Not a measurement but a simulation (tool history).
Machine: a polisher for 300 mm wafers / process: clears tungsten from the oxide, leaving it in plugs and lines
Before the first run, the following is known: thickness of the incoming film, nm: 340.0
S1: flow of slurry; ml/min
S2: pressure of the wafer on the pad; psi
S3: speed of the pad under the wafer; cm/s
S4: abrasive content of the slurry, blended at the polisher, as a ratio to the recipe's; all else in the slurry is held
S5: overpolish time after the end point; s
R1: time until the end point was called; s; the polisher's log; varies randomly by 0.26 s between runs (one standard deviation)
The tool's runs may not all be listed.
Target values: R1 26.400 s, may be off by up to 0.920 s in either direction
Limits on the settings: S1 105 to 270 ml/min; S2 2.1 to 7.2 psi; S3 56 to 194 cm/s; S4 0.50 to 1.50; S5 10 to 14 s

| run | hour | S1 | S2 | S3 | S4 | S5 | R1 |
|---|---|---|---|---|---|---|---|
| 1 | 0.0 | 175 | 4.6 | 124 | 1.00 | 14 | 41.176 |
| 2 | 5.9 | 175 | 3.7 | 124 | 1.00 | 14 | 50.745 |
| 3 | 7.9 | 175 | 3.7 | 124 | 1.00 | 10 | 51.466 |
| 4 | 11.9 | 175 | 3.7 | 124 | 1.00 | 14 | 50.379 |
| 5 | 17.8 | 175 | 4.1 | 124 | 1.00 | 14 | 46.397 |
| 6 | 23.5 | 175 | 4.1 | 124 | 1.10 | 14 | 44.578 |
| 7 | 29.7 | 175 | 4.5 | 124 | 1.10 | 14 | 41.284 |
| 8 | 34.8 | 175 | 4.8 | 124 | 1.10 | 14 | 37.991 |
| 9 | 37.3 | 175 | 5.0 | 124 | 1.10 | 14 | 36.353 |
| 10 | 38.6 | 175 | 5.2 | 124 | 1.10 | 14 | 35.373 |
| 11 | 44.1 | 175 | 5.4 | 124 | 1.10 | 14 | 34.819 |

4 candidate next runs follow, results not yet known. Just one meets every target within its allowed miss. Identify it.
| A | 49.6 | 190 | 5.4 | 150 | 1.30 | 11 | ? |
| B | 49.6 | 135 | 5.8 | 138 | 1.25 | 14 | ? |
| C | 49.6 | 180 | 4.6 | 108 | 1.05 | 11 | ? |
| D | 49.6 | 225 | 7.2 | 132 | 1.05 | 14 | ? |

| move | R1 |
|---|---|
| A | 26.820 |
| B | 29.241 |
| C | 46.514 |
| D | 23.967 |
A: each result inside its tolerance
B: nearer than the last run, and not there yet
C: misses by more than the last run did
D: moves the result that the last run missed by most past its target, out the other side
So the answer is move A, the one that meets all the targets.
